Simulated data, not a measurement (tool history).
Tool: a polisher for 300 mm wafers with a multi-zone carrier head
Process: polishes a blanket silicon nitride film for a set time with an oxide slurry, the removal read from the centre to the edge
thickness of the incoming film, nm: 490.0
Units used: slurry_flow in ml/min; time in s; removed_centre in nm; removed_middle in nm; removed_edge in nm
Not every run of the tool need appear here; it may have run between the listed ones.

run	hour	slurry_flow	centre_zone	middle_zone	edge_zone	slurry_solids	time	removed_centre	removed_middle	removed_edge
1	0.0	195	1.00	1.00	1.00	1.00	32	15.3170	15.2240	15.0970
2	7.7	195	1.00	0.93	1.00	1.00	32	15.2690	14.7190	14.7210
3	14.2	195	1.00	0.93	1.00	1.00	29	13.8900	13.1040	13.7410
4	18.5	190	1.01	0.94	0.95	0.85	27	11.6760	11.0070	11.3790
5	23.7	185	1.02	0.95	0.91	0.75	26	10.2810	9.7351	9.5752
6	24.9	170	1.02	0.93	0.88	0.70	26	9.6576	9.0981	9.0325
7	31.3	160	1.03	0.92	0.86	0.70	26	9.7470	8.9068	8.8343
8	37.5	155	1.03	0.91	0.85	0.65	26	9.0052	8.2642	8.0029

Expected results for the next run?
9	43.6	150	1.03	0.90	0.86	0.65	26	?	?	?

For run 9 the tool returned removed_centre 8.8970 nm, removed_middle 8.2540 nm, removed_edge 8.0581 nm.
